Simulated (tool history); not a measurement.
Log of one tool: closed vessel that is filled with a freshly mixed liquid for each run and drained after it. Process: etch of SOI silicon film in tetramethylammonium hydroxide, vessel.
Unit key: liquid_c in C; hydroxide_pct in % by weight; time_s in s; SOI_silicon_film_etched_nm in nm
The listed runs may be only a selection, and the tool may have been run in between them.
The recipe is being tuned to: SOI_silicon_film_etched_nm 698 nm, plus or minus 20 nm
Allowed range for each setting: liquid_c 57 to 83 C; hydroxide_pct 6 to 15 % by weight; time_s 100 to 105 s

run 1 hour=0 | liquid_c=70 hydroxide_pct=10 time_s=100 | SOI_silicon_film_etched_nm=846.72
run 2 hour=2.2 | liquid_c=70 hydroxide_pct=11 time_s=100 | SOI_silicon_film_etched_nm=838.03
run 3 hour=9.4 | liquid_c=69.5 hydroxide_pct=11 time_s=100 | SOI_silicon_film_etched_nm=792.77
run 4 hour=16 | liquid_c=74.5 hydroxide_pct=11 time_s=100 | SOI_silicon_film_etched_nm=1070.2
run 5 hour=24.5 | liquid_c=72.5 hydroxide_pct=11 time_s=100 | SOI_silicon_film_etched_nm=958.89
run 6 hour=29.7 | liquid_c=71 hydroxide_pct=11 time_s=100 | SOI_silicon_film_etched_nm=855.51
run 7 hour=32.1 | liquid_c=70 hydroxide_pct=11 time_s=100 | SOI_silicon_film_etched_nm=824.79
run 8 hour=37.4 | liquid_c=66.5 hydroxide_pct=11 time_s=100 | SOI_silicon_film_etched_nm=659.39

Which of these 5 next moves meets every target?
run A hour=42.7 | liquid_c=64.5 hydroxide_pct=10.5 time_s=105 | SOI_silicon_film_etched_nm=?
run B hour=42.7 | liquid_c=65.5 hydroxide_pct=10.5 time_s=100 | SOI_silicon_film_etched_nm=?
run C hour=42.7 | liquid_c=66.5 hydroxide_pct=11.5 time_s=105 | SOI_silicon_film_etched_nm=?
run D hour=42.7 | liquid_c=65.5 hydroxide_pct=11 time_s=100 | SOI_silicon_film_etched_nm=?
run E hour=42.7 | liquid_c=64.5 hydroxide_pct=11 time_s=105 | SOI_silicon_film_etched_nm=?

move=A SOI_silicon_film_etched_nm=633.09
move=B SOI_silicon_film_etched_nm=640.52
move=C SOI_silicon_film_etched_nm=691.2
move=D SOI_silicon_film_etched_nm=630.2
move=E SOI_silicon_film_etched_nm=622.9
A: its largest miss is bigger than the last run's
B: its largest miss is bigger than the last run's
C: every result within its allowed miss
D: its largest miss is bigger than the last run's
E: its largest miss is bigger than the last run's
Move C is the one to make.
